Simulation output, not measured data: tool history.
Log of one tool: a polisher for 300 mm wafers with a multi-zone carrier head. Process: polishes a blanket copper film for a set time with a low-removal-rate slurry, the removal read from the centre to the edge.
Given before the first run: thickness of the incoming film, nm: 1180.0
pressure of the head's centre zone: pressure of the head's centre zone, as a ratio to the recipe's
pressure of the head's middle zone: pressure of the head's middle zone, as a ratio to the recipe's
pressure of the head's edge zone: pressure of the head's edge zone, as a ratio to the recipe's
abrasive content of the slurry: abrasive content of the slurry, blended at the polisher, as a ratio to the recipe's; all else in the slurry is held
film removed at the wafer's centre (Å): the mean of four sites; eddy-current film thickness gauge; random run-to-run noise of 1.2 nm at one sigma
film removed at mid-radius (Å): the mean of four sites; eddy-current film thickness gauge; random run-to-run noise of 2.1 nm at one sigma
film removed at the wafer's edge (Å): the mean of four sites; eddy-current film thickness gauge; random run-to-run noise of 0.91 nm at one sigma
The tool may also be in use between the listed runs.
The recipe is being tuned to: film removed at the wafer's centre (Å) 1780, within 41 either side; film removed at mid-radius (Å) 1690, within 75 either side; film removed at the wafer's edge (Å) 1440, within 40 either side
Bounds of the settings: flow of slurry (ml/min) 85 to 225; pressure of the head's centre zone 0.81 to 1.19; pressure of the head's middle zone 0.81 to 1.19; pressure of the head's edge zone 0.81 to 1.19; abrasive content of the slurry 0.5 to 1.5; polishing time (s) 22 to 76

| run | hour | flow of slurry (ml/min) | pressure of the head's centre zone | pressure of the head's middle zone | pressure of the head's edge zone | abrasive content of the slurry | polishing time (s) | film removed at the wafer's centre (Å) | film removed at mid-radius (Å) | film removed at the wafer's edge (Å) |
|---|---|---|---|---|---|---|---|---|---|---|
| 1 | 0 | 145 | 1 | 1 | 1 | 1 | 49 | 2153.5 | 2082 | 2122.9 |
| 2 | 2.2 | 145 | 1.01 | 1.01 | 0.98 | 0.95 | 48 | 2104.9 | 2076.9 | 2054.9 |
| 3 | 4.2 | 145 | 1.03 | 1.01 | 0.96 | 0.9 | 47 | 2097.1 | 2039.4 | 1965.7 |
| 4 | 10.1 | 145 | 1.04 | 1.01 | 0.94 | 0.85 | 46 | 2071.8 | 1981.5 | 1877.6 |
| 5 | 17.1 | 145 | 1.04 | 1.01 | 0.94 | 0.85 | 55 | 2470.8 | 2329.4 | 2230.1 |
| 6 | 18.1 | 145 | 1.04 | 0.94 | 0.94 | 0.85 | 55 | 2452.4 | 2195.2 | 2254 |
| 7 | 26.7 | 145 | 1.08 | 1.04 | 0.84 | 0.6 | 41 | 1811 | 1731.3 | 1510.7 |
| 8 | 32 | 145 | 1.08 | 1.04 | 0.84 | 0.6 | 41 | 1791.8 | 1694.9 | 1512.2 |

Below are 5 possible settings for the next run. Only one of them brings all results inside the allowed miss of their targets. Which is it?
| A | 37.3 | 120 | 1.13 | 1.1 | 0.83 | 0.55 | 40 | ? | ? | ? |
| B | 37.3 | 115 | 1.07 | 1.03 | 0.85 | 0.55 | 43 | ? | ? | ? |
| C | 37.3 | 110 | 1.08 | 1.05 | 0.9 | 0.7 | 42 | ? | ? | ? |
| D | 37.3 | 120 | 1.08 | 0.92 | 0.88 | 0.7 | 41 | ? | ? | ? |
| E | 37.3 | 140 | 1.18 | 0.96 | 0.89 | 0.85 | 38 | ? | ? | ? |

| move | film removed at the wafer's centre (Å) | film removed at mid-radius (Å) | film removed at the wafer's edge (Å) |
|---|---|---|---|
| A | 1762 | 1695.7 | 1426.2 |
| B | 1777.4 | 1716.7 | 1542.9 |
| C | 1796.5 | 1747.2 | 1590.1 |
| D | 1782.2 | 1558.7 | 1555 |
| E | 1913.5 | 1576.4 | 1517.6 |
A: all results land within tolerance of their targets
B: the biggest miss grows against the last run
C: the biggest miss grows against the last run
D: the biggest miss grows against the last run
E: the biggest miss grows against the last run
Correct choice: A, which meets every target

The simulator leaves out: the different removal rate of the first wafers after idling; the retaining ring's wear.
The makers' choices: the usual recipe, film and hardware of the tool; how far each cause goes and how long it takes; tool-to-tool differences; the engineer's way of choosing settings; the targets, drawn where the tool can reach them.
